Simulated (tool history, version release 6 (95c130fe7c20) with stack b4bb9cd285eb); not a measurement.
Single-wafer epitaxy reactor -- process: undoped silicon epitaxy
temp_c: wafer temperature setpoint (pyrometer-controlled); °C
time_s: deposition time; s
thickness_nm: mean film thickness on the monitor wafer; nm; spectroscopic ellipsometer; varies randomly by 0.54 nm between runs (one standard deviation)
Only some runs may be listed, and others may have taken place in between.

Run 1, hour 0.0: temp_c 660 °C, time_s 477 s. Result: thickness_nm 99.258 nm.
Run 2, hour 8.7: temp_c 660 °C, time_s 418 s. Result: thickness_nm 86.940 nm.
Run 3, hour 11.7: temp_c 667 °C, time_s 418 s. Result: thickness_nm 102.290 nm.
Run 4, hour 20.5: temp_c 658 °C, time_s 418 s. Result: thickness_nm 82.829 nm.
Run 5, hour 21.7: temp_c 652 °C, time_s 418 s. Result: thickness_nm 71.118 nm.
Run 6, hour 24.2: temp_c 653 °C, time_s 418 s. Result: thickness_nm 73.253 nm.
Run 7, hour 26.5: temp_c 654 °C, time_s 418 s. Result: thickness_nm 75.057 nm.
Run 8, hour 31.2: temp_c 655 °C, time_s 418 s. Result: thickness_nm 77.708 nm.

Run 9 has not been measured yet. What should we expect?
At hour 37.4: pyrometer calibrated.
Run 9, hour 37.4: temp_c 656 °C, time_s 418 s. Result: thickness_nm ?.

{"run 9": {"thickness_nm": 84.405}}
